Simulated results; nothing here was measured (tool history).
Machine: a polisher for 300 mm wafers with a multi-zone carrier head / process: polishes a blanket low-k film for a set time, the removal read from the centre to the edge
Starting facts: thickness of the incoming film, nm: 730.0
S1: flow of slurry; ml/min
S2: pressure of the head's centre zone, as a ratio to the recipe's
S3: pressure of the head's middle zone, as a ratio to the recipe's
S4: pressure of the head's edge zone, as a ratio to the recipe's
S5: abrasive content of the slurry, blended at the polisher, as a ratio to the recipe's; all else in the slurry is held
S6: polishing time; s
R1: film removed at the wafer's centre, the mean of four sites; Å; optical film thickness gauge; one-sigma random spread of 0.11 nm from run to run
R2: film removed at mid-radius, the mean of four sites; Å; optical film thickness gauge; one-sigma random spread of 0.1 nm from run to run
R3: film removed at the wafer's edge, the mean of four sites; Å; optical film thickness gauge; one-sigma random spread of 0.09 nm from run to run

run	hour	S1	S2	S3	S4	S5	S6	R1	R2	R3
1	0	290	1	1	1	1	53	151.58	152.8	150.47
2	1.2	290	0.99	1.02	0.97	0.85	47	126.9	130.02	122.31
3	9.8	290	0.99	1.02	0.97	0.85	53	143.12	145.59	141.84
4	13.1	290	0.99	1.02	1	0.85	53	141.08	145.54	142.08
5	15.9	290	0.99	0.99	1	0.85	53	142.3	139.45	143.22
6	19.4	290	0.99	0.99	0.96	0.85	53	142.81	143.58	140.52
7	25.4	290	0.97	1.01	0.94	0.75	47	115.63	123.11	120.96
8	26.9	290	0.98	1.04	0.93	0.7	42	104.2	110.23	100.96
9	32.8	290	0.97	1.05	0.92	0.65	40	96.599	101.93	93.305

For run 10, what comes out?
10	38.1	290	0.96	1.07	0.91	0.6	38	?	?	?

For run 10 the tool returned R1 87.228 Å, R2 96.977 Å, R3 86.4 Å.
